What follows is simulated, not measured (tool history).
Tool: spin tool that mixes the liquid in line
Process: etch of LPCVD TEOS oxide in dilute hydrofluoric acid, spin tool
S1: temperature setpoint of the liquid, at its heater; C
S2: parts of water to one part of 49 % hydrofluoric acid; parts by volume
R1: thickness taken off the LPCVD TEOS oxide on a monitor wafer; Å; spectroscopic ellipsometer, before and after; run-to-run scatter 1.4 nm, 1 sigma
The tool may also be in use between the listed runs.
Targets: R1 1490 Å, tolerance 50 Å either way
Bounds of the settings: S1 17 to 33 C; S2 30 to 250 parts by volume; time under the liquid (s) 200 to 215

{"run": 1, "hour": 0.0, "S1": 25, "S2": 140, "time under the liquid (s)": 200, "R1": 587.51}
{"run": 2, "hour": 5.4, "S1": 26, "S2": 140, "time under the liquid (s)": 200, "R1": 610.94}
{"run": 3, "hour": 7.3, "S1": 26, "S2": 140, "time under the liquid (s)": 200, "R1": 610.18}
{"run": 4, "hour": 15.4, "S1": 27.5, "S2": 120, "time under the liquid (s)": 200, "R1": 775.01}
{"run": 5, "hour": 17.7, "S1": 30, "S2": 120, "time under the liquid (s)": 200, "R1": 847.16}
{"run": 6, "hour": 19.3, "S1": 30.5, "S2": 105, "time under the liquid (s)": 200, "R1": 1011.7}
{"run": 7, "hour": 23.6, "S1": 31, "S2": 95, "time under the liquid (s)": 200, "R1": 1160.6}
{"run": 8, "hour": 25.0, "S1": 31.5, "S2": 90, "time under the liquid (s)": 200, "R1": 1252.8}
{"run": 9, "hour": 32.6, "S1": 32, "S2": 85, "time under the liquid (s)": 200, "R1": 1360.5}

Exercise: of the 5 proposed moves below, exactly one satisfies all targets within the stated allowed misses. Which move is it?
{"run": "A", "hour": 40.2, "S1": 26, "S2": 70, "time under the liquid (s)": 205, "R1": "?"}
{"run": "B", "hour": 40.2, "S1": 27, "S2": 70, "time under the liquid (s)": 215, "R1": "?"}
{"run": "C", "hour": 40.2, "S1": 27.5, "S2": 90, "time under the liquid (s)": 210, "R1": "?"}
{"run": "D", "hour": 40.2, "S1": 28.5, "S2": 80, "time under the liquid (s)": 200, "R1": "?"}
{"run": "E", "hour": 40.2, "S1": 32, "S2": 100, "time under the liquid (s)": 215, "R1": "?"}

move=A R1=1361.8
move=B R1=1486.3
move=C R1=1122.7
move=D R1=1266.8
move=E R1=1211.5
A: neither nearer nor further off than the last run
B: all results in spec
C: lands further from the targets than the last run did
D: lands further from the targets than the last run did
E: lands further from the targets than the last run did
The right move is B.
